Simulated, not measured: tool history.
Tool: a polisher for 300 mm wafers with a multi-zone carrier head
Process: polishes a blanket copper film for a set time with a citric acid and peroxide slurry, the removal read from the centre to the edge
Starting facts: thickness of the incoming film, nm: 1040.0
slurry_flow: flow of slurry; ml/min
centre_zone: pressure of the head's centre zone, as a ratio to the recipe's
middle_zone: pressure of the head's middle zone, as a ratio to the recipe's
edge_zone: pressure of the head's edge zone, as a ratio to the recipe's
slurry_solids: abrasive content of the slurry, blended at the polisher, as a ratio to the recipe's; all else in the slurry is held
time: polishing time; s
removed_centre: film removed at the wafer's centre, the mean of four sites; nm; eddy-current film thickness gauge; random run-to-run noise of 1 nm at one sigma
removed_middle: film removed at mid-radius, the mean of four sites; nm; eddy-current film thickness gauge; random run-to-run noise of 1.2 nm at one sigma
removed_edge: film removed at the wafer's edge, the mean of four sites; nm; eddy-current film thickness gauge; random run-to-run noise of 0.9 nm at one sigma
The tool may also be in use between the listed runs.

| run | hour | slurry_flow | centre_zone | middle_zone | edge_zone | slurry_solids | time | removed_centre | removed_middle | removed_edge |
|---|---|---|---|---|---|---|---|---|---|---|
| 1 | 0.0 | 305 | 1.00 | 1.00 | 1.00 | 1.00 | 44 | 153.89 | 151.20 | 165.74 |
| 2 | 5.3 | 305 | 0.98 | 1.01 | 0.98 | 0.90 | 43 | 146.73 | 148.07 | 155.81 |
| 3 | 8.3 | 305 | 1.03 | 1.01 | 0.98 | 0.90 | 43 | 153.28 | 151.68 | 156.62 |
| 4 | 14.6 | 250 | 1.03 | 1.01 | 0.98 | 0.90 | 43 | 150.31 | 146.98 | 155.76 |
| 5 | 21.0 | 250 | 1.00 | 1.02 | 0.96 | 0.85 | 42 | 143.91 | 140.41 | 147.34 |
| 6 | 27.1 | 250 | 1.00 | 1.02 | 0.96 | 1.05 | 42 | 148.13 | 150.57 | 153.32 |
|  | 28.4 | edge zone pressure recalibrated |
| 7 | 28.4 | 250 | 0.97 | 1.04 | 0.95 | 1.00 | 41 | 140.90 | 147.01 | 140.96 |

Run 8 has not been measured yet. What should we expect?
| 8 | 31.4 | 255 | 0.95 | 1.05 | 0.97 | 0.95 | 40 | ? | ? | ? |

{"run 8": {"removed_centre": 133.69, "removed_middle": 141.86, "removed_edge": 140.44}}

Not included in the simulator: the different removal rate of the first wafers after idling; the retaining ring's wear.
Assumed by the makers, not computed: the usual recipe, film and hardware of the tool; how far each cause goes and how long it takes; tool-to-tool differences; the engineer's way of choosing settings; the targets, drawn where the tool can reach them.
